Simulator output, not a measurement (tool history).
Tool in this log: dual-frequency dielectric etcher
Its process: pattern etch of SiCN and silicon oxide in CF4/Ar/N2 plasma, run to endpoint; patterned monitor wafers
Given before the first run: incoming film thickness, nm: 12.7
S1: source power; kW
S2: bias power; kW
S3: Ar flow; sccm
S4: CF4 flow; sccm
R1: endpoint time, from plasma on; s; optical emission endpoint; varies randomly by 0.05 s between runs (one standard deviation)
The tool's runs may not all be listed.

run  hour     S1     S2   S3  S4      R1
  1   0.0  0.460  0.083  128  76  14.364
  2   4.0  0.450  0.083  128  76  14.473
  3   8.4  0.440  0.083  128  76  14.630
  4   9.8  0.510  0.083  128  76  13.475
     13.0  -- bias power generator calibrated
  5  13.0  0.510  0.083  145  76  13.532
  6  14.5  0.510  0.083  145  67  13.742
  7  21.6  0.490  0.083  145  67  14.113

Expected results for the next run?
  8  23.3  0.470  0.083  145  67   ?

R1: 14.390 s
